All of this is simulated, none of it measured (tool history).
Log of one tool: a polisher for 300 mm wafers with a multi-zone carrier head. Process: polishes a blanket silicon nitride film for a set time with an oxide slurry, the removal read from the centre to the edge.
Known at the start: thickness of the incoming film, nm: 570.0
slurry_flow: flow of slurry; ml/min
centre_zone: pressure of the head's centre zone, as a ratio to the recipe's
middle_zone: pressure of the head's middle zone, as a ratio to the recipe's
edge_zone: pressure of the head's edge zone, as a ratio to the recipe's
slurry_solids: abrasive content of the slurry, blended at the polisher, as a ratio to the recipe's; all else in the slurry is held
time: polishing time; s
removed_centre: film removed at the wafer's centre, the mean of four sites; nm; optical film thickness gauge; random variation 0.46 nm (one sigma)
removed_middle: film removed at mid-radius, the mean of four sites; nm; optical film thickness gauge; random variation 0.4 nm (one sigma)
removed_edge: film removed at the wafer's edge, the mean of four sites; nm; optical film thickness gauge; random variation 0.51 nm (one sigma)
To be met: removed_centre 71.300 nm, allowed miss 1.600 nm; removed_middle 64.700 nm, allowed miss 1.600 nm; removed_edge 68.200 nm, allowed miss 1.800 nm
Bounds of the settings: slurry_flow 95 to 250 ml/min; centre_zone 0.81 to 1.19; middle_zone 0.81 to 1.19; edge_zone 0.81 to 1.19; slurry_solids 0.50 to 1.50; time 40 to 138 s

Run 1, hour 0.0: slurry_flow 160 ml/min, centre_zone 1.00, middle_zone 1.00, edge_zone 1.00, slurry_solids 1.00, time 88 s. Result: removed_centre 49.785 nm, removed_middle 50.319 nm, removed_edge 46.474 nm.
Run 2, hour 6.5: slurry_flow 160 ml/min, centre_zone 1.07, middle_zone 1.00, edge_zone 1.00, slurry_solids 1.00, time 88 s. Result: removed_centre 53.016 nm, removed_middle 50.286 nm, removed_edge 46.341 nm.
Run 3, hour 7.9: slurry_flow 165 ml/min, centre_zone 1.07, middle_zone 0.99, edge_zone 1.03, slurry_solids 1.10, time 88 s. Result: removed_centre 54.366 nm, removed_middle 51.699 nm, removed_edge 48.277 nm.
Run 4, hour 11.1: slurry_flow 165 ml/min, centre_zone 1.07, middle_zone 0.98, edge_zone 1.05, slurry_solids 1.15, time 90 s. Result: removed_centre 55.933 nm, removed_middle 53.411 nm, removed_edge 51.405 nm.
Run 5, hour 18.6: slurry_flow 165 ml/min, centre_zone 1.10, middle_zone 0.98, edge_zone 1.05, slurry_solids 1.15, time 90 s. Result: removed_centre 58.453 nm, removed_middle 53.186 nm, removed_edge 50.733 nm.
Run 6, hour 20.1: slurry_flow 170 ml/min, centre_zone 1.10, middle_zone 0.97, edge_zone 1.07, slurry_solids 1.20, time 91 s. Result: removed_centre 59.341 nm, removed_middle 54.471 nm, removed_edge 52.836 nm.
Run 7, hour 22.7: slurry_flow 170 ml/min, centre_zone 1.10, middle_zone 0.96, edge_zone 1.09, slurry_solids 1.25, time 92 s. Result: removed_centre 61.340 nm, removed_middle 55.180 nm, removed_edge 54.815 nm.
Run 8, hour 27.1: slurry_flow 215 ml/min, centre_zone 1.05, middle_zone 0.95, edge_zone 1.19, slurry_solids 1.50, time 96 s. Result: removed_centre 67.042 nm, removed_middle 63.317 nm, removed_edge 65.294 nm.
Run 9, hour 33.6: slurry_flow 215 ml/min, centre_zone 1.05, middle_zone 0.95, edge_zone 1.19, slurry_solids 1.50, time 97 s. Result: removed_centre 67.543 nm, removed_middle 64.178 nm, removed_edge 65.791 nm.

5 next moves are on the table. One of them brings every result within its allowed miss. Which?
Run A, hour 40.1: slurry_flow 230 ml/min, centre_zone 1.11, middle_zone 0.91, edge_zone 1.15, slurry_solids 1.50, time 101 s. Result: removed_centre ?, removed_middle ?, removed_edge ?.
Run B, hour 40.1: slurry_flow 245 ml/min, centre_zone 1.05, middle_zone 0.91, edge_zone 1.17, slurry_solids 1.50, time 100 s. Result: removed_centre ?, removed_middle ?, removed_edge ?.
Run C, hour 40.1: slurry_flow 225 ml/min, centre_zone 0.92, middle_zone 0.97, edge_zone 1.16, slurry_solids 1.50, time 99 s. Result: removed_centre ?, removed_middle ?, removed_edge ?.
Run D, hour 40.1: slurry_flow 200 ml/min, centre_zone 1.06, middle_zone 0.85, edge_zone 1.15, slurry_solids 1.50, time 108 s. Result: removed_centre ?, removed_middle ?, removed_edge ?.
Run E, hour 40.1: slurry_flow 220 ml/min, centre_zone 1.11, middle_zone 0.98, edge_zone 1.14, slurry_solids 1.50, time 92 s. Result: removed_centre ?, removed_middle ?, removed_edge ?.

move  removed_centre  removed_middle  removed_edge
   A          75.938          65.273        68.011
   B          72.255          65.164        68.330
   C          63.060          66.996        66.755
   D          76.255          65.063        71.701
   E          68.744          62.502        61.355
A: takes the result that was furthest off past its target
B: meets every target
C: further off than the last run
D: takes the result that was furthest off past its target
E: further off than the last run
Answer: B
